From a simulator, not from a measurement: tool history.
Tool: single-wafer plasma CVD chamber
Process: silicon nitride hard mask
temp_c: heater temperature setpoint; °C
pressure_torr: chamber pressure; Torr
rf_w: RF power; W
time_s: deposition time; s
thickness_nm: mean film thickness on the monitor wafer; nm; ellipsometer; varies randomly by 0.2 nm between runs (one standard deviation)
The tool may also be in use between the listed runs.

run    day  temp_c  pressure_torr  rf_w  time_s  thickness_nm
  1      0     410           1.07   400    32.1        39.153
  2  0.062     410           1.07   400    30.7         37.29
  3  0.338     410           1.03   395    30.7        36.658
  4  0.667     410           1.03   395    32.1        38.468
  5  0.933     410              1   390    32.1        37.626
  6  1.225     410              1   335    32.1        33.808
  7  1.271     410           0.99   335    32.1        33.117
  8  1.467     410           0.97   335    32.1        33.732
  9  1.746     410           0.88   320      32        31.446
 10  1.917     410           0.89   320      32        31.214

For run 11, what comes out?
 11  2.167     410            0.9   320      32             ?

{"run 11": {"thickness_nm": 31.5}}
